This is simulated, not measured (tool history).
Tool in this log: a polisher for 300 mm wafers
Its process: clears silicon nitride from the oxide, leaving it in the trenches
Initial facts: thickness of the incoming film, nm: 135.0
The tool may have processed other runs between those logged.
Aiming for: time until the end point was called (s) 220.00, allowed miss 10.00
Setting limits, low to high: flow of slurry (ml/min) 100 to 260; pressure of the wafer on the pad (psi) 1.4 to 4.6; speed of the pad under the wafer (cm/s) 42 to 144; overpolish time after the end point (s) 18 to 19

| run | hour | flow of slurry (ml/min) | pressure of the wafer on the pad (psi) | speed of the pad under the wafer (cm/s) | overpolish time after the end point (s) | time until the end point was called (s) |
|---|---|---|---|---|---|---|
| 1 | 0.0 | 165 | 3.0 | 92 | 18 | 158.00 |
| 2 | 1.4 | 200 | 3.0 | 92 | 18 | 154.86 |
| 3 | 3.0 | 200 | 3.3 | 92 | 18 | 140.83 |
| 4 | 9.4 | 200 | 3.0 | 92 | 18 | 157.49 |
| 5 | 12.7 | 200 | 2.8 | 92 | 18 | 170.72 |
| 6 | 14.4 | 220 | 2.8 | 92 | 18 | 164.20 |
| 7 | 22.7 | 220 | 2.6 | 92 | 18 | 178.90 |
| 8 | 30.1 | 220 | 2.5 | 92 | 18 | 179.01 |
| 9 | 32.8 | 220 | 2.4 | 92 | 18 | 188.52 |
| 10 | 41.6 | 220 | 2.3 | 92 | 18 | 196.14 |
| 11 | 48.5 | 220 | 2.2 | 92 | 18 | 209.10 |

Pick the move, out of 4, that brings all results within their allowed miss; only one does.
| A | 55.4 | 190 | 2.4 | 90 | 19 | ? |
| B | 55.4 | 205 | 2.0 | 110 | 18 | ? |
| C | 55.4 | 250 | 2.4 | 78 | 19 | ? |
| D | 55.4 | 200 | 2.5 | 86 | 18 | ? |

| move | time until the end point was called (s) |
|---|---|
| A | 195.35 |
| B | 189.39 |
| C | 216.61 |
| D | 194.83 |
A: moves away from the targets compared with the last run
B: moves away from the targets compared with the last run
C: every result within its allowed miss
D: moves away from the targets compared with the last run
Correct choice: C, which meets every target
